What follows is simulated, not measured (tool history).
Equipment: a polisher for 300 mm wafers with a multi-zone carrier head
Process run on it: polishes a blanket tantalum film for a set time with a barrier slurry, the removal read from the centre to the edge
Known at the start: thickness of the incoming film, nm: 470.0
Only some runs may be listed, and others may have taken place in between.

run,hour,flow of slurry (ml/min),pressure of the head's centre zone,pressure of the head's middle zone,pressure of the head's edge zone,abrasive content of the slurry,polishing time (s),film removed at the wafer's centre (angstrom),film removed at mid-radius (angstrom),film removed at the wafer's edge (angstrom)
1,0,185,1,1,1,1,42,440.21,434.63,444.01
2,7.5,185,0.99,1.01,0.97,0.9,40,395.5,401.2,411.37
3,9.5,185,0.99,0.93,0.97,0.9,40,396.03,371.23,395.15
4,10.2,195,0.99,0.96,0.94,0.85,38,370.92,375.26,363.43
5,12,195,0.99,0.96,0.94,1,38,392.29,395.66,395.8
6,17.3,195,0.99,0.96,0.97,1,38,390.09,396.31,392.48
7,23.8,210,0.97,0.94,0.96,0.9,37,367.53,364.97,377.64
8,27.5,200,0.97,0.95,0.93,0.85,37,351.09,366.75,358.22
9,28.9,200,0.97,0.94,0.91,0.8,37,343.06,351.25,356.22
10,30.8,205,0.98,0.95,0.9,0.75,36,331.46,325.03,328.36
11,34.9,205,0.98,0.98,0.88,0.7,36,322.02,331.66,321.83
12,38.5,205,0.98,1,0.87,0.65,36,314.79,331.05,313.85
13,42.9,205,0.98,1.01,0.86,0.6,36,306.4,326.95,297.46
14,44.1,200,0.98,1.01,0.85,0.6,36,301.36,314.16,294.41

For run 15, what comes out?
15,50.1,195,0.98,1.02,0.84,0.6,36,?,?,?

Run 15 came out at film removed at the wafer's centre (angstrom) 296.64, film removed at mid-radius (angstrom) 311.52, film removed at the wafer's edge (angstrom) 294.52.
